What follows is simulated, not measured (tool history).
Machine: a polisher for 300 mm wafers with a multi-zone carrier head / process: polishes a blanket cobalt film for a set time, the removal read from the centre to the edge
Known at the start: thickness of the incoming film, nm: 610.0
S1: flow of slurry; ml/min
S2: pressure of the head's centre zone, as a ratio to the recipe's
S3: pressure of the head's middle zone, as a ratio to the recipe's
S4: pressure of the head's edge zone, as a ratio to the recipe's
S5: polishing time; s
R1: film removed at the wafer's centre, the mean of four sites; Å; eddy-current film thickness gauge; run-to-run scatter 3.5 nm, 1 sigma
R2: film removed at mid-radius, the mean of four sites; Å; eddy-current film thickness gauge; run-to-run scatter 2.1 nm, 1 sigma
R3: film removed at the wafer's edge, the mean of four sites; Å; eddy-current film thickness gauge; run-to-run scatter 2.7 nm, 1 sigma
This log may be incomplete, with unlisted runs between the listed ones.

| run | hour | S1 | S2 | S3 | S4 | S5 | R1 | R2 | R3 |
|---|---|---|---|---|---|---|---|---|---|
| 1 | 0.0 | 205 | 1.00 | 1.00 | 1.00 | 39 | 2526.4 | 2511.5 | 2468.4 |
| 2 | 7.2 | 205 | 1.00 | 0.95 | 1.00 | 39 | 2484.4 | 2376.3 | 2472.6 |
| 3 | 11.2 | 210 | 1.00 | 0.97 | 1.01 | 39 | 2517.2 | 2416.0 | 2507.9 |
| 4 | 13.2 | 215 | 1.00 | 0.99 | 1.01 | 39 | 2561.4 | 2512.5 | 2508.3 |
| 5 | 15.9 | 215 | 1.00 | 0.99 | 1.01 | 35 | 2255.3 | 2206.1 | 2251.6 |
| 6 | 17.0 | 215 | 1.00 | 0.95 | 1.01 | 35 | 2266.9 | 2152.0 | 2289.2 |
| 7 | 20.6 | 220 | 1.00 | 0.97 | 1.02 | 36 | 2329.3 | 2228.0 | 2348.0 |
| 8 | 27.3 | 225 | 1.00 | 0.99 | 1.02 | 37 | 2435.1 | 2353.4 | 2393.2 |
| 9 | 33.8 | 225 | 1.00 | 0.99 | 1.02 | 37 | 2401.3 | 2354.1 | 2369.9 |
| 10 | 41.1 | 225 | 1.00 | 1.01 | 1.03 | 38 | 2437.3 | 2470.2 | 2469.7 |
| 11 | 44.4 | 230 | 1.01 | 1.03 | 1.03 | 38 | 2503.9 | 2531.2 | 2503.1 |
| 12 | 50.6 | 235 | 1.02 | 1.05 | 1.03 | 38 | 2534.3 | 2551.6 | 2527.7 |

What does the tool deliver on the next run?
| 13 | 59.5 | 235 | 1.02 | 1.07 | 1.02 | 38 | ? | ? | ? |

Logged for run 13: R1 2561.4 Å, R2 2583.9 Å, R3 2464.0 Å.
